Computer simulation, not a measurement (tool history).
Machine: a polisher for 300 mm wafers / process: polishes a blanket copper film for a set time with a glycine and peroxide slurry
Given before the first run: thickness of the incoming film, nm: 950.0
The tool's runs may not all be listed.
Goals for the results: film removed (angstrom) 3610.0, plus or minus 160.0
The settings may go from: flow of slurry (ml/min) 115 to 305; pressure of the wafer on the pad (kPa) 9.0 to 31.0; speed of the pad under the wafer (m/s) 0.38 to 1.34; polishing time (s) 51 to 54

| run | hour | flow of slurry (ml/min) | pressure of the wafer on the pad (kPa) | speed of the pad under the wafer (m/s) | polishing time (s) | film removed (angstrom) |
|---|---|---|---|---|---|---|
| 1 | 0.0 | 195 | 20.0 | 0.86 | 51 | 2319.6 |
| 2 | 3.7 | 195 | 20.0 | 0.86 | 51 | 2356.9 |
| 3 | 5.0 | 195 | 21.4 | 0.86 | 51 | 2445.9 |
| 4 | 12.8 | 210 | 21.4 | 0.86 | 51 | 2432.1 |
| 5 | 18.0 | 165 | 21.4 | 0.86 | 51 | 2413.8 |
| 6 | 19.5 | 165 | 21.4 | 0.86 | 54 | 2569.9 |
| 7 | 20.9 | 165 | 22.8 | 0.86 | 54 | 2700.3 |
| 8 | 26.1 | 165 | 24.1 | 0.86 | 54 | 2773.4 |
| 9 | 29.0 | 165 | 24.8 | 0.88 | 54 | 2933.9 |
| 10 | 37.5 | 165 | 24.8 | 0.88 | 54 | 2967.4 |
| 11 | 43.4 | 165 | 25.5 | 0.88 | 54 | 3038.6 |
| 12 | 46.2 | 165 | 26.2 | 0.88 | 54 | 3018.7 |
| 13 | 51.9 | 165 | 26.2 | 0.88 | 54 | 3039.6 |
| 14 | 60.8 | 165 | 26.9 | 0.88 | 54 | 3115.7 |
| 15 | 61.6 | 165 | 27.6 | 0.88 | 54 | 3241.6 |
| 16 | 69.2 | 165 | 28.3 | 0.88 | 54 | 3260.1 |
| 17 | 77.4 | 165 | 29.0 | 0.88 | 54 | 3293.6 |

Which one of the following 5 next-run settings gets every result inside its allowed miss? There is exactly one.
| A | 85.6 | 185 | 29.6 | 0.78 | 53 | ? |
| B | 85.6 | 210 | 29.0 | 1.00 | 51 | ? |
| C | 85.6 | 145 | 25.5 | 0.92 | 54 | ? |
| D | 85.6 | 175 | 28.3 | 0.84 | 51 | ? |
| E | 85.6 | 175 | 26.2 | 0.82 | 51 | ? |

| move | film removed (angstrom) |
|---|---|
| A | 3111.4 |
| B | 3704.6 |
| C | 3070.0 |
| D | 3034.5 |
| E | 2787.9 |
A: moves away from the targets compared with the last run
B: meets every target
C: moves away from the targets compared with the last run
D: moves away from the targets compared with the last run
E: moves away from the targets compared with the last run
So the answer is move B, the one that meets all the targets.

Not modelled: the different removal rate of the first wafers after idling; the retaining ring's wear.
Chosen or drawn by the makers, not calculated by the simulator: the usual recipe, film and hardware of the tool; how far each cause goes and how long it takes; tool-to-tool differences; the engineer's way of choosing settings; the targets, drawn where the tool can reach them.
